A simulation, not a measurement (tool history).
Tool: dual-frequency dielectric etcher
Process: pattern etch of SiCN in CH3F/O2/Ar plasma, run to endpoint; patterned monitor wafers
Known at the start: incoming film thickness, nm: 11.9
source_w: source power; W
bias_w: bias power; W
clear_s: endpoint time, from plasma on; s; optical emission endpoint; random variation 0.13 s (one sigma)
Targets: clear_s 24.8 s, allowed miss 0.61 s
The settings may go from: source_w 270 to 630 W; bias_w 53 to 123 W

run	hour	source_w	bias_w	clear_s
1	0	450	88	28.99
2	5.8	450	97	28.553
3	6.8	470	99	27.779
4	8.6	490	100	27.408
5	11.9	500	101	26.989
6	19	500	85	28.153
7	25.4	520	87	27.371
8	26.6	530	88	27.374
9	30.6	540	90	26.93
10	39.3	550	91	26.671
11	47.7	560	92	26.774
12	49.3	570	94	26.199
13	53.8	580	95	25.989

Which of these 4 next moves meets every target?
A	58.3	570	95	?
B	58.3	620	101	?
C	58.3	530	108	?
D	58.3	580	86	?

move	clear_s
A	25.858
B	24.659
C	25.785
D	26.278
A: nearer than the last run, and not there yet
B: meets every target
C: nearer than the last run, and not there yet
D: further off than the last run
Answer: B
